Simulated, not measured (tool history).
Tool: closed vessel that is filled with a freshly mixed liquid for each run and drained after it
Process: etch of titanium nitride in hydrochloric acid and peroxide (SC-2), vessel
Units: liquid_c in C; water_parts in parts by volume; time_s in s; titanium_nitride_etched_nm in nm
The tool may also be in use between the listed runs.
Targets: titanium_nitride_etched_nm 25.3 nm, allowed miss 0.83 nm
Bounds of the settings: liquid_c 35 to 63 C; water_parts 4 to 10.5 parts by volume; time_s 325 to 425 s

run,day,liquid_c,water_parts,time_s,titanium_nitride_etched_nm
1,0,47,5.5,425,12.554
2,0.3,48.5,5.5,425,13.892
3,0.338,50,5.5,425,15.609
4,0.496,51,5.5,425,16.54
5,0.788,51,4.5,425,19.122
6,1.158,51,4,425,21.042
7,1.508,51.5,4,425,21.484
8,1.571,52,4,425,22.068
# day 1.712: new drum of peroxide connected
9,1.712,52.5,4,425,24.408

Which of these 5 next moves meets every target?
A,1.854,53,4,390,?
B,1.854,53,4.5,420,?
C,1.854,57,4.5,360,?
D,1.854,52.5,4,400,?
E,1.854,55.5,5,390,?

move,titanium_nitride_etched_nm
A,23.07
B,22.933
C,25.459
D,22.898
E,23.261
A: further off than the last run
B: further off than the last run
C: meets every target
D: further off than the last run
E: further off than the last run
The right move is C.

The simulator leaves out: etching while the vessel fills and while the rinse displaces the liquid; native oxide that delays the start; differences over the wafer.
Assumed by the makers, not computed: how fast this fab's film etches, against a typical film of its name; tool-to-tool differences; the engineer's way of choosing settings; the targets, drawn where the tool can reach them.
